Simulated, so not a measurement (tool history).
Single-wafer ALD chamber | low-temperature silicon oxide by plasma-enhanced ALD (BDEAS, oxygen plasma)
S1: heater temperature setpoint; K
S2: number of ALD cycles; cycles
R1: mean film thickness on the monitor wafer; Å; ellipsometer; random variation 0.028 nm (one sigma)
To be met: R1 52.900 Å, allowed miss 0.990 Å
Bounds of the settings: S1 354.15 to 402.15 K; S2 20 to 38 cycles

{"run": 1, "hour": 0.0, "S1": 378.15, "S2": 29, "R1": 41.337}
{"run": 2, "hour": 1.5, "S1": 378.15, "S2": 27, "R1": 38.445}
{"run": 3, "hour": 3.7, "S1": 378.15, "S2": 24, "R1": 34.411}
{"run": 4, "hour": 7.8, "S1": 387.15, "S2": 24, "R1": 33.617}
{"run": 5, "hour": 14.4, "S1": 382.15, "S2": 24, "R1": 34.081}
{"run": 6, "hour": 16.6, "S1": 382.15, "S2": 26, "R1": 37.23}
{"run": 7, "hour": 24.7, "S1": 382.15, "S2": 27, "R1": 38.121}
{"run": 8, "hour": 27.3, "S1": 381.15, "S2": 28, "R1": 39.515}
{"run": 9, "hour": 29.2, "S1": 380.15, "S2": 29, "R1": 41.504}
{"run": 10, "hour": 34.9, "S1": 379.15, "S2": 30, "R1": 42.801}
{"run": 11, "hour": 38.9, "S1": 371.15, "S2": 35, "R1": 51.162}

Which of these 5 next moves meets every target?
{"run": "A", "hour": 42.9, "S1": 365.15, "S2": 34, "R1": "?"}
{"run": "B", "hour": 42.9, "S1": 365.15, "S2": 37, "R1": "?"}
{"run": "C", "hour": 42.9, "S1": 368.15, "S2": 34, "R1": "?"}
{"run": "D", "hour": 42.9, "S1": 365.15, "S2": 33, "R1": "?"}
{"run": "E", "hour": 42.9, "S1": 361.15, "S2": 35, "R1": "?"}

move=A R1=50.507
move=B R1=54.963
move=C R1=49.905
move=D R1=49.021
move=E R1=52.819
A: further off than the last run
B: takes the result that was furthest off past its target
C: further off than the last run
D: further off than the last run
E: meets every target
The right move is E.
